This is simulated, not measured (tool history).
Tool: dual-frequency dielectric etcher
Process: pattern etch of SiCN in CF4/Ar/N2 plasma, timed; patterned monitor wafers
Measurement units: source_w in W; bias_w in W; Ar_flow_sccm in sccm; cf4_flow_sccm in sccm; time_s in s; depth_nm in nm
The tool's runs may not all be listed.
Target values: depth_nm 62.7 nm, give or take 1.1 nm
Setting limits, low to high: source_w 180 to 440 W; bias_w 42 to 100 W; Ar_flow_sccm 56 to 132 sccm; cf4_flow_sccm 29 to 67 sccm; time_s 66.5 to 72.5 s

| run | hour | source_w | bias_w | Ar_flow_sccm | cf4_flow_sccm | time_s | depth_nm |
|---|---|---|---|---|---|---|---|
| 1 | 0 | 310 | 71 | 94 | 48 | 72.5 | 46.077 |
| 2 | 8 | 310 | 71 | 94 | 48 | 72.5 | 45.953 |
| 3 | 16.7 | 330 | 71 | 94 | 48 | 72.5 | 48.093 |
| 4 | 22.2 | 330 | 71 | 94 | 41 | 72.5 | 46.394 |
| 5 | 24.3 | 330 | 71 | 94 | 41 | 72.5 | 46.322 |
| 6 | 25.3 | 350 | 72 | 94 | 41 | 72.5 | 48.527 |
| 7 | 29.4 | 370 | 74 | 93 | 41 | 72.5 | 51.103 |
| 8 | 36 | 430 | 83 | 89 | 42 | 72.5 | 60.892 |

Pick the move, out of 5, that brings all results within their allowed miss; only one does.
| A | 42.6 | 410 | 94 | 56 | 34 | 69.5 | ? |
| B | 42.6 | 430 | 83 | 102 | 44 | 71 | ? |
| C | 42.6 | 440 | 85 | 82 | 46 | 72.5 | ? |
| D | 42.6 | 440 | 83 | 89 | 43 | 70 | ? |
| E | 42.6 | 440 | 89 | 96 | 40 | 72.5 | ? |

| move | depth_nm |
|---|---|
| A | 60.051 |
| B | 59.101 |
| C | 64.498 |
| D | 60.01 |
| E | 62.566 |
A: its largest miss is bigger than the last run's
B: its largest miss is bigger than the last run's
C: the result that was furthest off in the last run now lies on the other side of its target
D: its largest miss is bigger than the last run's
E: every result within its allowed miss
The move that meets every target is E.
